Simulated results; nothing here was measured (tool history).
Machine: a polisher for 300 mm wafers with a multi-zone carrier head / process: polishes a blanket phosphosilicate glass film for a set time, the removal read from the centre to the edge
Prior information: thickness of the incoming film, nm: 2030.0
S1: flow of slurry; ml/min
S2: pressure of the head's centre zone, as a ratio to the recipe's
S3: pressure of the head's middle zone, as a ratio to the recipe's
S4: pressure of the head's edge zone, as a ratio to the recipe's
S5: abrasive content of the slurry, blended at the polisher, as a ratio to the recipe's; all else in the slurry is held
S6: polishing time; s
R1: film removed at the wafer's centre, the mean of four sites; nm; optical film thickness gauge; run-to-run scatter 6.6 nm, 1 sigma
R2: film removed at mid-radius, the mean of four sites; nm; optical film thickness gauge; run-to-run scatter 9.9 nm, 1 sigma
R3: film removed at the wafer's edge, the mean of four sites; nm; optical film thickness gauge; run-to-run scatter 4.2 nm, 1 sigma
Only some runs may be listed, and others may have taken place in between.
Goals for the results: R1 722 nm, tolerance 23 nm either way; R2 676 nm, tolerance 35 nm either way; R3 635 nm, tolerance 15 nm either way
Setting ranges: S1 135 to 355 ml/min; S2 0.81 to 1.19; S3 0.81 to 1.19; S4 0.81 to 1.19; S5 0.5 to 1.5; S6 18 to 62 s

{"run": 1, "hour": 0.0, "S1": 225, "S2": 1, "S3": 1, "S4": 1, "S5": 1, "S6": 40, "R1": 527.21, "R2": 531.4, "R3": 523.05}
{"run": 2, "hour": 3.1, "S1": 225, "S2": 1, "S3": 0.94, "S4": 1, "S5": 1, "S6": 40, "R1": 523.62, "R2": 498.6, "R3": 512.36}
{"run": 3, "hour": 6.2, "S1": 190, "S2": 1, "S3": 0.94, "S4": 1, "S5": 1, "S6": 40, "R1": 516.41, "R2": 493.39, "R3": 513.42}
{"run": 4, "hour": 12.9, "S1": 195, "S2": 1.04, "S3": 0.98, "S4": 1.02, "S5": 1.05, "S6": 40, "R1": 552.01, "R2": 511.07, "R3": 530.05}
{"run": 5, "hour": 16.7, "S1": 210, "S2": 1.06, "S3": 1.02, "S4": 1.03, "S5": 1.1, "S6": 40, "R1": 571.03, "R2": 545.71, "R3": 538.68}
{"run": 6, "hour": 19.4, "S1": 215, "S2": 1.08, "S3": 1.04, "S4": 1.05, "S5": 1.2, "S6": 40, "R1": 597.87, "R2": 575.89, "R3": 562.47}
{"run": 7, "hour": 21.9, "S1": 220, "S2": 1.1, "S3": 1.05, "S4": 1.06, "S5": 1.25, "S6": 40, "R1": 620.35, "R2": 597.7, "R3": 572.59}
{"run": 8, "hour": 29.5, "S1": 225, "S2": 1.12, "S3": 1.06, "S4": 1.08, "S5": 1.3, "S6": 40, "R1": 642.32, "R2": 611.59, "R3": 588.85}
{"run": 9, "hour": 33.5, "S1": 235, "S2": 1.13, "S3": 1.07, "S4": 1.09, "S5": 1.35, "S6": 40, "R1": 650.36, "R2": 623.61, "R3": 603.56}
{"run": 10, "hour": 40.8, "S1": 235, "S2": 1.14, "S3": 1.08, "S4": 1.09, "S5": 1.4, "S6": 40, "R1": 666.55, "R2": 632.29, "R3": 607.41}
{"run": 11, "hour": 43.9, "S1": 240, "S2": 1.15, "S3": 1.09, "S4": 1.09, "S5": 1.4, "S6": 40, "R1": 666.27, "R2": 638.54, "R3": 600.34}

Next run, 4 choices. One meets every target within its allowed miss, the rest don't. Which?
{"run": "A", "hour": 47.0, "S1": 265, "S2": 1.16, "S3": 1.09, "S4": 1.07, "S5": 1.5, "S6": 41, "R1": "?", "R2": "?", "R3": "?"}
{"run": "B", "hour": 47.0, "S1": 240, "S2": 1.06, "S3": 1.13, "S4": 1.14, "S5": 1.4, "S6": 41, "R1": "?", "R2": "?", "R3": "?"}
{"run": "C", "hour": 47.0, "S1": 330, "S2": 0.99, "S3": 1.15, "S4": 1.19, "S5": 1.15, "S6": 43, "R1": "?", "R2": "?", "R3": "?"}
{"run": "D", "hour": 47.0, "S1": 255, "S2": 0.96, "S3": 1.04, "S4": 1.13, "S5": 1.5, "S6": 39, "R1": "?", "R2": "?", "R3": "?"}

move=A R1=722.87 R2=657.8 R3=634.69
move=B R1=647.79 R2=657.35 R3=633.51
move=C R1=619.63 R2=674.07 R3=647.67
move=D R1=583.22 R2=599.45 R3=617.25
A: every result within its allowed miss
B: moves away from the targets compared with the last run
C: moves away from the targets compared with the last run
D: moves away from the targets compared with the last run
Correct choice: A, which meets every target
